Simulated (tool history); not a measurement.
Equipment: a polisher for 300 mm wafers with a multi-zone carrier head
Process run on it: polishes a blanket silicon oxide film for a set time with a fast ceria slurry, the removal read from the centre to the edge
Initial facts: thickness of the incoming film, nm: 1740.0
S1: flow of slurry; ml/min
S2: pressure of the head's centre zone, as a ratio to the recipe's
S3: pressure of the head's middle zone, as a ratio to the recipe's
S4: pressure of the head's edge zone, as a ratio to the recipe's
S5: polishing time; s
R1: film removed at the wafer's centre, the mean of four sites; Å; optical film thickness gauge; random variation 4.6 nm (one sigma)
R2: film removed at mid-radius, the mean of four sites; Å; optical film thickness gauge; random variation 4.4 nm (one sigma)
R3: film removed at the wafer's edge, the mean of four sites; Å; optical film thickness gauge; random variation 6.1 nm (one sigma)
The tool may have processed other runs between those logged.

run 1 day=0 | S1=240 S2=1 S3=1 S4=1 S5=33 | R1=5705.4 R2=5430.8 R3=5234.8
run 2 day=0.221 | S1=240 S2=1.03 S3=1 S4=1 S5=33 | R1=5965.9 R2=5509.1 R3=5217.8
run 3 day=0.246 | S1=225 S2=0.97 S3=1 S4=1.03 S5=33 | R1=5536.6 R2=5472.1 R3=5434.3
run 4 day=0.271 | S1=220 S2=0.92 S3=0.99 S4=1.03 S5=33 | R1=5279.2 R2=5356.4 R3=5290.7
run 5 day=0.338 | S1=210 S2=0.88 S3=0.99 S4=1.06 S5=33 | R1=5084.5 R2=5386.8 R3=5468.4
run 6 day=0.683 | S1=210 S2=0.88 S3=1.06 S4=1.06 S5=33 | R1=5151.6 R2=5654.7 R3=5417.3
run 7 day=0.742 | S1=200 S2=0.86 S3=1.04 S4=1.08 S5=33 | R1=4943.1 R2=5571 R3=5297.6

Run 8, settings as shown, results not yet in. Your forecast:
run 8 day=1.046 | S1=195 S2=0.84 S3=1.01 S4=1.11 S5=33 | R1=? R2=? R3=?

R1: 4717.2 Å
R2: 5452.5 Å
R3: 5489.2 Å
